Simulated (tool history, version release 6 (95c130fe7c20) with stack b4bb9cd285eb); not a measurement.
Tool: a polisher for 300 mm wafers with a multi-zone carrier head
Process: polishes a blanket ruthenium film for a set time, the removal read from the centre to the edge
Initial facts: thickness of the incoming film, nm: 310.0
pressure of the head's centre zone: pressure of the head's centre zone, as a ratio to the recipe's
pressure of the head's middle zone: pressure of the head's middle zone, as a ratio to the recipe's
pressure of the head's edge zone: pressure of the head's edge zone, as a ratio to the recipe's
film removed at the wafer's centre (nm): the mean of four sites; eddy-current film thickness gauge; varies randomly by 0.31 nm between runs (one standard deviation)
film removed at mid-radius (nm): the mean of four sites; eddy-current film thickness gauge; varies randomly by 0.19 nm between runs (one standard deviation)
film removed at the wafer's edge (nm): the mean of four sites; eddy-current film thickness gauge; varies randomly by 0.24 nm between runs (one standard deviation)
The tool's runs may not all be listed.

| run | day | flow of slurry (ml/min) | pressure of the head's centre zone | pressure of the head's middle zone | pressure of the head's edge zone | polishing time (s) | film removed at the wafer's centre (nm) | film removed at mid-radius (nm) | film removed at the wafer's edge (nm) |
|---|---|---|---|---|---|---|---|---|---|
| 1 | 0.000 | 180 | 1.00 | 1.00 | 1.00 | 37 | 42.433 | 42.720 | 42.350 |
| 2 | 0.071 | 170 | 0.96 | 1.00 | 0.97 | 33 | 35.177 | 37.400 | 37.287 |
| 3 | 0.279 | 170 | 0.99 | 1.00 | 0.97 | 33 | 36.342 | 37.323 | 37.184 |
| 4 | 0.538 | 170 | 0.99 | 0.97 | 0.97 | 33 | 36.415 | 37.167 | 37.417 |
|  | 0.629 | slurry nozzle cleaned |
| 5 | 0.629 | 170 | 0.95 | 0.97 | 0.97 | 33 | 37.853 | 39.179 | 39.098 |
| 6 | 0.917 | 155 | 0.97 | 1.03 | 0.95 | 32 | 36.372 | 38.669 | 37.381 |
| 7 | 1.175 | 170 | 0.94 | 1.03 | 0.93 | 28 | 31.446 | 34.910 | 32.258 |
| 8 | 1.342 | 170 | 0.91 | 1.02 | 0.94 | 25 | 26.612 | 30.252 | 29.264 |

The next listed run, before its measurement:
| 9 | 1.583 | 175 | 0.90 | 1.03 | 0.94 | 24 | ? | ? | ? |

{"run 9": {"film removed at the wafer's centre (nm)": 25.701, "film removed at mid-radius (nm)": 30.014, "film removed at the wafer's edge (nm)": 28.319}}
